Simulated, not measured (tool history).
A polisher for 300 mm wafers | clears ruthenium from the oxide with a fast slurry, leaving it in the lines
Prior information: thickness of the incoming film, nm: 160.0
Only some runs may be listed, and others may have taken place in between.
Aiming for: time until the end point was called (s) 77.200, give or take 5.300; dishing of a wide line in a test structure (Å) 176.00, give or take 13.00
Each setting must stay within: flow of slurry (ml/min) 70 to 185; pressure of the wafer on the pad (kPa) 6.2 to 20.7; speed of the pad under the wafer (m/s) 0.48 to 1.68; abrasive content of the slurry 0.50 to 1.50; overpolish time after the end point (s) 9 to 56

run	hour	flow of slurry (ml/min)	pressure of the wafer on the pad (kPa)	speed of the pad under the wafer (m/s)	abrasive content of the slurry	overpolish time after the end point (s)	time until the end point was called (s)	dishing of a wide line in a test structure (Å)
1	0.0	120	13.1	1.08	1.00	29	60.087	662.42
2	4.5	120	13.1	0.92	1.00	29	67.582	607.83
3	9.3	120	13.1	0.92	1.00	41	69.175	798.99
4	10.8	105	13.1	0.92	1.00	41	70.582	769.82
5	16.4	105	13.1	1.12	1.00	41	58.913	907.55
6	20.4	100	13.1	1.06	1.00	36	61.669	773.11
7	26.2	95	12.4	1.02	1.00	32	68.288	631.65
8	30.3	90	11.7	1.02	1.00	29	72.997	546.60
9	31.2	120	8.3	0.82	1.00	15	121.460	184.57
10	38.6	130	8.3	0.86	1.05	14	112.830	194.85
11	40.8	140	8.3	0.90	1.10	13	104.750	195.75
12	43.2	145	8.3	0.94	1.15	12	94.752	191.90
# hour 50.4: head pressure recalibrated
13	50.4	145	8.3	0.94	1.20	12	85.501	211.67
14	52.4	150	8.3	0.94	1.20	12	82.181	213.13
15	57.2	155	8.3	0.94	1.20	12	81.404	211.46
16	65.3	160	8.3	0.94	1.20	12	80.370	213.03
17	71.4	185	7.6	0.94	1.20	9	86.742	158.61

Which of these 4 next moves meets every target?
A	77.5	185	6.2	0.92	1.30	9	?	?
B	77.5	185	6.9	0.92	1.25	10	?	?
C	77.5	185	9.0	0.88	1.35	9	?	?
D	77.5	155	6.9	0.94	1.25	9	?	?

move	time until the end point was called (s)	dishing of a wide line in a test structure (Å)
A	107.290	128.51
B	98.713	154.44
C	77.846	175.55
D	99.477	138.35
A: its largest miss is bigger than the last run's
B: its largest miss is bigger than the last run's
C: all results in spec
D: its largest miss is bigger than the last run's
Answer: C
